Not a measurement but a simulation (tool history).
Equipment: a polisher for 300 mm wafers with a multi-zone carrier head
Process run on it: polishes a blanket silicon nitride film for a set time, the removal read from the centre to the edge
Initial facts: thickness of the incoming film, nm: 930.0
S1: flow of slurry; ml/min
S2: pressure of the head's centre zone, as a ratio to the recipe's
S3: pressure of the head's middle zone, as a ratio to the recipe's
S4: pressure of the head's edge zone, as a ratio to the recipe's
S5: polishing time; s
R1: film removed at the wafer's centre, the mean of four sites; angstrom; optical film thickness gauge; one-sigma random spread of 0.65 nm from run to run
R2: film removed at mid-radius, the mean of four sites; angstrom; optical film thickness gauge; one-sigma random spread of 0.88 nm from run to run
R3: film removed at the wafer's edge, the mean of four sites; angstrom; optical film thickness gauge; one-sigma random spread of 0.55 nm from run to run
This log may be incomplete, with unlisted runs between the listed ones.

run 1 hour=0 | S1=175 S2=1 S3=1 S4=1 S5=38 | R1=521.29 R2=496.89 R3=494.11
run 2 hour=8.2 | S1=175 S2=1 S3=0.93 S4=1 S5=38 | R1=525.34 R2=454.74 R3=500.94
run 3 hour=16.7 | S1=180 S2=1.01 S3=0.96 S4=1.02 S5=39 | R1=536.53 R2=503.35 R3=518.95
run 4 hour=19.6 | S1=180 S2=1.01 S3=0.96 S4=1.02 S5=43 | R1=593.82 R2=553.97 R3=572.05
run 5 hour=23.9 | S1=210 S2=1.01 S3=0.96 S4=1.02 S5=43 | R1=607.53 R2=551.79 R3=577.46
run 6 hour=29.9 | S1=190 S2=1.01 S3=0.96 S4=1.02 S5=43 | R1=609.37 R2=548.59 R3=576.65
run 7 hour=35.4 | S1=190 S2=1.02 S3=0.97 S4=1.05 S5=44 | R1=624.92 R2=570.75 R3=588.08
run 8 hour=36.7 | S1=190 S2=1.02 S3=0.98 S4=1.05 S5=45 | R1=631.28 R2=572.07 R3=604.22
run 9 hour=42.2 | S1=195 S2=1.02 S3=1 S4=1.05 S5=46 | R1=648.97 R2=608.59 R3=626.88
run 10 hour=45.6 | S1=195 S2=1.02 S3=1 S4=1.05 S5=46 | R1=647.55 R2=611.53 R3=627.76
run 11 hour=48.1 | S1=200 S2=1.03 S3=1.01 S4=1.05 S5=46 | R1=665.48 R2=619.96 R3=626.19

The next listed run, before its measurement:
run 12 hour=50.7 | S1=205 S2=1.03 S3=1.02 S4=1.06 S5=46 | R1=? R2=? R3=?

R1: 674.13 angstrom
R2: 636.19 angstrom
R3: 625.41 angstrom

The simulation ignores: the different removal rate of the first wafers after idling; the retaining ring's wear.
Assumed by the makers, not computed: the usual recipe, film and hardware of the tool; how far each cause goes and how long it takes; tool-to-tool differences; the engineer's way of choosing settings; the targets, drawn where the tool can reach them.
